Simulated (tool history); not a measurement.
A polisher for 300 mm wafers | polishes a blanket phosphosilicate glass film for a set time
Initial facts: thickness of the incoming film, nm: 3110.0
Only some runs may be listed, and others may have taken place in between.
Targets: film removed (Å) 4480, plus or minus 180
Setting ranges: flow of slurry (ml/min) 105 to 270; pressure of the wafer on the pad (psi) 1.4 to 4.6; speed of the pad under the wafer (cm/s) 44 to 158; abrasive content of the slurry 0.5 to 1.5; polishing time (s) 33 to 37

run	hour	flow of slurry (ml/min)	pressure of the wafer on the pad (psi)	speed of the pad under the wafer (cm/s)	abrasive content of the slurry	polishing time (s)	film removed (Å)
1	0	175	3	100	1	37	2602.1
2	1.7	175	3.6	100	1	37	3116
3	4.3	175	3.6	84	1	37	2717.9
4	5.4	175	3.7	86	1	37	2812.6
5	7.6	175	3.7	72	1	37	2454.7
6	13.6	175	3.8	76	1	37	2604.5
7	17.7	175	3.9	80	1	37	2809.5
8	22.7	175	4	84	1	37	3000.5
9	30.1	175	4.1	88	1	37	3190.2
10	37.3	175	4.2	90	1	37	3292.6
11	46	175	4.3	94	1	37	3502.9
12	54.3	175	4.3	96	1	37	3573.1
13	56.8	175	4.3	98	1	37	3610.5
14	62.6	175	4.3	100	1	37	3714.8
15	63.2	175	4.3	102	1	37	3767.5
16	63.7	175	4.3	104	1	37	3865.8
17	68.7	180	4.5	108	1	37	4060.4
18	75	180	4.5	110	1	37	4144.9

Next run, 5 choices. One meets every target within its allowed miss, the rest don't. Which?
A	81.3	185	4.5	112	1.1	37	?
B	81.3	185	4.5	106	1	33	?
C	81.3	190	4.5	128	1	37	?
D	81.3	170	4.5	140	1.1	36	?
E	81.3	175	4.6	98	1.1	37	?

move	film removed (Å)
A	4455.4
B	3673
C	4804.9
D	5125.3
E	4061.9
A: all results in spec
B: lands further from the targets than the last run did
C: carries the result that was furthest off beyond its target, to the other side
D: carries the result that was furthest off beyond its target, to the other side
E: lands further from the targets than the last run did
Correct choice: A, which meets every target

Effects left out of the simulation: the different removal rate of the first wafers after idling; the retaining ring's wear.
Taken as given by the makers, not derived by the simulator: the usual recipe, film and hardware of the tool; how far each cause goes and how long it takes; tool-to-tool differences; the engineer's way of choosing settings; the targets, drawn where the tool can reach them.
